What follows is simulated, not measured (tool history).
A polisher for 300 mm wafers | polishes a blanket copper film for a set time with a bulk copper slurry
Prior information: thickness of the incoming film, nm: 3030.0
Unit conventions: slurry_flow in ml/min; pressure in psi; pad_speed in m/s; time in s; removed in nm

run 1 hour=0 | slurry_flow=165 pressure=1.6 pad_speed=1.42 slurry_solids=1 time=70 | removed=431.6
run 2 hour=8.5 | slurry_flow=165 pressure=1.6 pad_speed=1.06 slurry_solids=1 time=70 | removed=343.12
run 3 hour=14.1 | slurry_flow=195 pressure=1.6 pad_speed=1.06 slurry_solids=1 time=70 | removed=342.69
run 4 hour=21.9 | slurry_flow=195 pressure=1.6 pad_speed=1.06 slurry_solids=0.85 time=70 | removed=329.71
run 5 hour=29.8 | slurry_flow=195 pressure=1.7 pad_speed=1.06 slurry_solids=0.85 time=70 | removed=356.34
run 6 hour=33 | slurry_flow=195 pressure=1.7 pad_speed=0.9 slurry_solids=0.85 time=70 | removed=310.43
run 7 hour=39.5 | slurry_flow=195 pressure=1.8 pad_speed=0.9 slurry_solids=0.85 time=70 | removed=328.67

Forecast run 8:
run 8 hour=40.2 | slurry_flow=195 pressure=1.9 pad_speed=0.9 slurry_solids=0.85 time=70 | removed=?

{"run 8": {"removed": 343.7}}

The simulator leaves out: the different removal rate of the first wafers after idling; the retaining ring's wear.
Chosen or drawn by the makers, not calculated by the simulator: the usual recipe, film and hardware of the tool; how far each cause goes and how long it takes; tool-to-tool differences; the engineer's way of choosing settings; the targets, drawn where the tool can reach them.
